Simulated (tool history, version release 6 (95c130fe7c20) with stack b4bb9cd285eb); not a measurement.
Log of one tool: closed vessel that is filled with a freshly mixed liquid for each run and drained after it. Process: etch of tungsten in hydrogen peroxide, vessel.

run	day	temperature setpoint of the liquid (K)	concentration of hydrogen peroxide in the mixed liquid (% by weight)	time in the liquid (s)	thickness taken off the tungsten on a monitor wafer (nm)
1	0.000	319.15	18.5	95	130.630
2	0.100	315.65	18.5	95	102.650
3	0.458	315.65	17.0	95	99.384
4	0.558	318.15	17.0	95	115.850
5	0.596	318.15	17.0	95	116.670
6	0.888	318.15	17.0	95	116.340
7	1.121	320.15	17.0	95	132.470
8	1.379	321.65	17.0	95	143.880
9	1.438	322.65	17.0	95	150.710

Forecast run 10:
10	1.600	323.65	17.0	95	?

thickness taken off the tungsten on a monitor wafer (nm): 164.420
